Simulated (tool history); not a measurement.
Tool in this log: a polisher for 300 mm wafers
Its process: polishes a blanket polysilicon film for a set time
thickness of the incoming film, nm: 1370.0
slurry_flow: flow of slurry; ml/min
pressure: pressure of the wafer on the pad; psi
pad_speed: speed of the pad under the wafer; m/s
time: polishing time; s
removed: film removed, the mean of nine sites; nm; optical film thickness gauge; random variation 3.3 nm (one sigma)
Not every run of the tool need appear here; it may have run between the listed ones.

run	hour	slurry_flow	pressure	pad_speed	time	removed
1	0	270	3.5	1.06	41	441.27
2	1.8	270	3.2	1.06	41	410.65
3	9.8	270	2.9	1.06	41	369.35
4	17.6	270	2.9	1.06	43	390.54
5	22	270	3.6	1.06	43	485.63
6	23.8	270	3.2	1.06	43	434.24
7	30.2	270	2.9	1.06	43	394.59
8	39.1	270	1.9	1.04	43	254.4
9	47.4	270	2	1.04	43	266.6

Run 10 is up next; what results do you expect?
10	53.7	270	2.1	1.04	43	?

Run 10 measured removed 276.69 nm.

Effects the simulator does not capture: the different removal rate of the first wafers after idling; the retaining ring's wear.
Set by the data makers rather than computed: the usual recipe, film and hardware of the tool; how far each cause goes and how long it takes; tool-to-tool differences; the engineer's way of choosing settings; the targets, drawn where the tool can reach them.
